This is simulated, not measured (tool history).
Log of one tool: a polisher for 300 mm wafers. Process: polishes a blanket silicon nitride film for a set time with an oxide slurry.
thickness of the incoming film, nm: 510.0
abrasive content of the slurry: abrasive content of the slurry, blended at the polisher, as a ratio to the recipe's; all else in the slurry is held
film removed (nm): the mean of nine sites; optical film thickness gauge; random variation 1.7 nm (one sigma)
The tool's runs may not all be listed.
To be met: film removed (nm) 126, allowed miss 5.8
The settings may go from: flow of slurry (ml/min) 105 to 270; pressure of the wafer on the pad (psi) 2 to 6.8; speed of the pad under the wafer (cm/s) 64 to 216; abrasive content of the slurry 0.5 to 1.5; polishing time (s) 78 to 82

run  hour  flow of slurry (ml/min)  pressure of the wafer on the pad (psi)  speed of the pad under the wafer (cm/s)  abrasive content of the slurry  polishing time (s)  film removed (nm)
  1     0                      175                                     4.4                                      140                               1                  78               84.9
  2     1                      175                                     4.4                                      168                               1                  78             96.117
  3   5.1                      130                                     4.4                                      168                               1                  78             92.543
  4   9.1                      130                                     4.4                                      168                               1                  78             92.659
  5  11.7                      130                                     4.6                                      168                               1                  78             93.876
  6  18.7                      135                                     4.8                                      168                               1                  78             100.69
     21.3  -- head pressure recalibrated
  7  21.3                      135                                     4.9                                      168                               1                  78             111.46
  8  24.3                      145                                     5.1                                      168                               1                  78             119.69
  9  27.5                      150                                     5.2                                      168                               1                  78             116.01

5 next moves are on the table. One of them brings every result within its allowed miss. Which?
  A  30.7                      150                                     5.4                                      142                               1                  78                  ?
  B  30.7                      145                                     5.1                                      154                            1.05                  78                  ?
  C  30.7                      125                                     4.9                                      148                               1                  82                  ?
  D  30.7                      135                                     4.8                                      168                            0.95                  78                  ?
  E  30.7                      120                                     6.3                                      186                            0.75                  82                  ?

move  film removed (nm)
   A             112.25
   B             114.83
   C             106.69
   D             106.85
   E             126.26
A: further off than the last run
B: further off than the last run
C: further off than the last run
D: further off than the last run
E: meets every target
Move E is the one to make.

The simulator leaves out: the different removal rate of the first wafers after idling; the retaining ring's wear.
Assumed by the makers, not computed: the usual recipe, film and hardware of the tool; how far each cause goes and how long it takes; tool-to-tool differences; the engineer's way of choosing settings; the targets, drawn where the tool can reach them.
